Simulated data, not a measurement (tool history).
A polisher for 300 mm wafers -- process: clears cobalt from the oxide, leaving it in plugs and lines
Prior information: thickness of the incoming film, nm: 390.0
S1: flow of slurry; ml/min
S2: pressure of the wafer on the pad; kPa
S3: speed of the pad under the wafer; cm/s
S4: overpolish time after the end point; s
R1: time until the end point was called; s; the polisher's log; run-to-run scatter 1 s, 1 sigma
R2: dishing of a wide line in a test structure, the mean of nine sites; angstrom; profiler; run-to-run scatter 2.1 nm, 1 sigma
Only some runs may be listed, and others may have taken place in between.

run,hour,S1,S2,S3,S4,R1,R2
1,0.0,185,17.2,90,27,88.118,673.17
2,4.3,220,17.2,90,27,88.280,642.09
3,9.4,220,17.2,90,18,83.298,533.21
4,17.8,220,17.2,90,8,85.416,292.84
# hour 25.8: head pressure recalibrated
5,25.8,220,17.2,76,8,93.992,269.30
6,33.1,220,17.2,76,8,93.312,273.69
7,41.6,220,17.2,76,8,96.156,259.56
8,42.9,220,17.9,84,11,84.500,381.41
9,46.1,220,19.3,84,11,75.885,385.68

Forecast run 10:
10,50.1,220,20.0,86,13,?,?

{"run 10": {"R1": 72.578, "R2": 461.03}}

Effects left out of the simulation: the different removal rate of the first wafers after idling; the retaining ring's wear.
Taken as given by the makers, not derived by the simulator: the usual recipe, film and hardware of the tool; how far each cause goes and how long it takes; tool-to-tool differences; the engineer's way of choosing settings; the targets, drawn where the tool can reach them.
